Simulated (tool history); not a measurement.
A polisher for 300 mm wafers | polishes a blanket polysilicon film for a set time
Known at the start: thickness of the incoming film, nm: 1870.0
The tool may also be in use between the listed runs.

| run | hour | flow of slurry (ml/min) | pressure of the wafer on the pad (psi) | speed of the pad under the wafer (cm/s) | polishing time (s) | film removed (Å) |
|---|---|---|---|---|---|---|
| 1 | 0 | 215 | 2.6 | 90 | 26 | 1520.8 |
| 2 | 8.5 | 215 | 2.6 | 90 | 23 | 1329.3 |
| 3 | 15.3 | 215 | 2.6 | 90 | 26 | 1495.1 |
| 4 | 18.2 | 240 | 2.6 | 90 | 26 | 1528.6 |
| 5 | 20.2 | 240 | 2.5 | 90 | 26 | 1471.4 |
| 6 | 22.4 | 260 | 2.5 | 90 | 26 | 1463.2 |
| 7 | 26.4 | 260 | 2.5 | 90 | 26 | 1471 |
| 8 | 28.7 | 260 | 2.4 | 90 | 26 | 1403.3 |

Run 9 has not been measured yet. What should we expect?
| 9 | 32.6 | 255 | 1.9 | 90 | 26 | ? |

Run 9 yielded film removed (Å) 1116.5.

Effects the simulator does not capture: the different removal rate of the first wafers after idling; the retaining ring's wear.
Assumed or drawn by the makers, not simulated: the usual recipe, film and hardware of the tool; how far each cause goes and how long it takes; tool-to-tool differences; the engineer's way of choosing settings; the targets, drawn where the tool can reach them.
